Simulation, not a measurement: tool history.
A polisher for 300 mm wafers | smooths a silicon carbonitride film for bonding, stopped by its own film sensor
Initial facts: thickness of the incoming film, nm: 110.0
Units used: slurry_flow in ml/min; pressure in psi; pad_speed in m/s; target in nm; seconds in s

run 1 day=0 | slurry_flow=170 pressure=2.4 pad_speed=1.06 slurry_solids=1 target=99 | seconds=43.794
run 2 day=0.217 | slurry_flow=170 pressure=2.2 pad_speed=1.06 slurry_solids=1 target=99 | seconds=46.912
run 3 day=0.254 | slurry_flow=170 pressure=2.2 pad_speed=1.06 slurry_solids=1 target=100 | seconds=41.853
run 4 day=0.425 | slurry_flow=170 pressure=2.2 pad_speed=1.06 slurry_solids=0.85 target=100 | seconds=46.867
run 5 day=0.458 | slurry_flow=170 pressure=2.2 pad_speed=1.06 slurry_solids=0.85 target=100 | seconds=46.53
run 6 day=0.496 | slurry_flow=170 pressure=2 pad_speed=1.06 slurry_solids=0.85 target=100 | seconds=49.92
run 7 day=0.621 | slurry_flow=170 pressure=1.9 pad_speed=1.06 slurry_solids=0.85 target=100 | seconds=51.87
run 8 day=0.975 | slurry_flow=170 pressure=1.8 pad_speed=1.06 slurry_solids=0.85 target=100 | seconds=54.929

Estimate the outcome of run 9 from the log above:
run 9 day=1.108 | slurry_flow=155 pressure=1.2 pad_speed=1.04 slurry_solids=0.85 target=100 | seconds=?

seconds: 78.936 s

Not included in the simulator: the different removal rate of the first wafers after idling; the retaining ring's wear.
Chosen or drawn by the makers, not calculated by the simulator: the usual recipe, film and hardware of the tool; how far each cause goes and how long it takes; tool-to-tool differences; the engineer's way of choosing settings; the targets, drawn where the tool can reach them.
